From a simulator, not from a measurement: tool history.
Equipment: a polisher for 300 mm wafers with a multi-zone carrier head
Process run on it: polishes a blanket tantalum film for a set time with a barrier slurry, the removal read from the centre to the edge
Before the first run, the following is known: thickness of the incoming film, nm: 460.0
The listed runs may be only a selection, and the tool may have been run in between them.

run  hour  flow of slurry (ml/min)  pressure of the head's centre zone  pressure of the head's middle zone  pressure of the head's edge zone  abrasive content of the slurry  polishing time (s)  film removed at the wafer's centre (nm)  film removed at mid-radius (nm)  film removed at the wafer's edge (nm)
  1   0.0                      240                                1.00                                1.00                              1.00                             1.0                  48                                   66.892                           71.670                                 69.679
  2   7.9                      240                                1.00                                1.00                              0.96                             1.0                  48                                   67.959                           70.572                                 68.389
  3  13.8                      240                                1.00                                1.00                              0.96                             1.0                  54                                   76.448                           78.945                                 76.618
  4  15.1                      240                                1.00                                1.00                              0.96                             1.1                  54                                   78.394                           81.902                                 78.976
  5  23.2                      240                                1.00                                1.00                              1.00                             1.1                  54                                   77.521                           82.840                                 80.282
  6  29.0                      240                                1.00                                1.07                              1.00                             1.1                  54                                   78.343                           86.191                                 80.245
  7  36.3                      260                                1.03                                1.06                              0.99                             1.1                  54                                   81.378                           87.346                                 80.415

Estimate the outcome of run 8 from the log above:
  8  42.4                      265                                1.05                                1.05                              0.98                             1.1                  54                                        ?                                ?                                      ?

{"run 8": {"film removed at the wafer's centre (nm)": 84.059, "film removed at mid-radius (nm)": 86.174, "film removed at the wafer's edge (nm)": 80.916}}

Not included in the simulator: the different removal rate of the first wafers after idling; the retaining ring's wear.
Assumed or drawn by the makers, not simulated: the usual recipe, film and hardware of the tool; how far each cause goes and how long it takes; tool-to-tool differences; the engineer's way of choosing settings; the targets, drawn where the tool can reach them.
